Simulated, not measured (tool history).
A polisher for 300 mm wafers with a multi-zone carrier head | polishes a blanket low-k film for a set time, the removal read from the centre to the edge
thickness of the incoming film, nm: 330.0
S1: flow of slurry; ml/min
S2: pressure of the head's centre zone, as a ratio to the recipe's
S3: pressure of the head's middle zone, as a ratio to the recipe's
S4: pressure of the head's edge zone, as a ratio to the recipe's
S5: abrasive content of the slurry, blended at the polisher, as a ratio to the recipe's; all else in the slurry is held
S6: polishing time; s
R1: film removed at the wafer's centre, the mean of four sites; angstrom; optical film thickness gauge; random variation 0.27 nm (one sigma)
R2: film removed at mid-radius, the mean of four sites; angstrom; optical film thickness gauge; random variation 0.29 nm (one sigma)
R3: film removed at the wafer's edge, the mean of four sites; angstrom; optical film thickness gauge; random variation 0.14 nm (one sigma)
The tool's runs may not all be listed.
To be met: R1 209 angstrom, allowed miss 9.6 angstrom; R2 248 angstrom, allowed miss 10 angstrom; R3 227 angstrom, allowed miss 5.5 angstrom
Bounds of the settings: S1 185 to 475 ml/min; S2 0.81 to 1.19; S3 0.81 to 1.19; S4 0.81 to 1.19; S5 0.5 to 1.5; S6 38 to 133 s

run	hour	S1	S2	S3	S4	S5	S6	R1	R2	R3
1	0	305	1	1	1	1	85	320.82	320.5	331.55
2	5.7	305	0.98	1.01	0.98	0.9	84	290.93	295.27	302.46
3	13.4	305	0.96	1.02	0.95	0.85	84	274.9	285.71	281.49
4	21.4	305	0.96	1.02	0.95	0.85	66	214.16	223.96	224.22
5	23.2	305	0.96	1.02	0.88	0.85	66	216.55	224.11	212.28
6	31.7	305	0.96	0.96	0.88	0.85	66	213.35	208.77	216.5
7	35.6	310	0.95	0.98	0.9	0.85	66	211.85	222.84	218.09
8	42.5	345	0.91	1.02	0.97	0.85	66	206.22	226.82	222.93
9	48.1	345	0.91	1.04	0.98	0.85	66	207.77	228.89	229.59
10	49.4	345	0.91	1.06	0.98	0.85	66	201.8	238.94	228.06
# hour 51.5: worn pad replaced by a new one
11	51.5	345	0.92	1.06	0.98	0.85	66	223.36	255.43	245.14
12	54.9	335	0.92	1.06	0.97	0.85	66	227.69	250.91	243.36

4 next moves are on the table. One of them brings every result within its allowed miss. Which?
A	58.3	255	0.87	1.01	1.07	0.95	64	?	?	?
B	58.3	340	0.83	1.09	1.06	0.9	62	?	?	?
C	58.3	475	0.9	1.09	0.94	0.9	59	?	?	?
D	58.3	415	1	1.05	0.86	0.95	62	?	?	?

move	R1	R2	R3
A	221.14	250.24	265.9
B	200	252.69	249.11
C	210.75	244.88	226.89
D	254.5	257.72	237.28
A: further off than the last run
B: further off than the last run
C: meets every target
D: further off than the last run
Move C is the one to make.
